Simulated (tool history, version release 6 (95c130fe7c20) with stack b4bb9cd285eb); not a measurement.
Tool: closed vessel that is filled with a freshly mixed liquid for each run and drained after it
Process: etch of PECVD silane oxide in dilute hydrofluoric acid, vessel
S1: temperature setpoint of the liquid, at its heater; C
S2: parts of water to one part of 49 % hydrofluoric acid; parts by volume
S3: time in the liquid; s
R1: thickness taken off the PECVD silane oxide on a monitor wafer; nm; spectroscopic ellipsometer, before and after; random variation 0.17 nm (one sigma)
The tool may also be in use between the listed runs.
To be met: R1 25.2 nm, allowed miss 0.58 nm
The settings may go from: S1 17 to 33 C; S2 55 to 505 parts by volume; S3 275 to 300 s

run,hour,S1,S2,S3,R1
1,0,25,280,275,28.984
2,1.4,24,280,275,28.408
3,4.5,24,280,275,28.158
4,13.4,23,280,275,27.397
5,20.7,22.5,280,275,26.819
6,24.7,22.5,280,275,26.964
7,33.3,22,280,275,26.804
8,41.1,21.5,280,275,25.669

5 next moves are on the table. One of them brings every result within its allowed miss. Which?
A,48.9,19.5,270,275,?
B,48.9,19,270,295,?
C,48.9,21,270,275,?
D,48.9,20.5,290,300,?
E,48.9,21,290,300,?

move,R1
A,25.226
B,26.559
C,26.665
D,26.106
E,26.585
A: meets every target
B: further off than the last run
C: further off than the last run
D: further off than the last run
E: further off than the last run
Answer: A
